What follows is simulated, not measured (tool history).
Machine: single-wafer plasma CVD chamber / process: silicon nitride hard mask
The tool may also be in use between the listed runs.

run    day  heater temperature setpoint (deg C)  chamber pressure (Torr)  RF power (kW)  deposition time (s)  mean film thickness on the monitor wafer (angstrom)
  1  0.000                                  425                     1.17          0.335                 65.8                                               731.78
  2  0.162                                  425                     1.12          0.335                 65.8                                               723.14
  3  0.400                                  425                     1.12          0.365                 65.8                                               755.63
  4  0.421                                  414                     1.12          0.365                 65.8                                               761.34
  5  0.779                                  414                     1.07          0.360                 65.8                                               747.29
  6  0.888                                  414                     1.07          0.380                 65.8                                               771.63

Run 7 has not been measured yet. What should we expect?
  7  0.942                                  414                     1.07          0.380                 65.8                                                    ?

mean film thickness on the monitor wafer (angstrom): 768.81
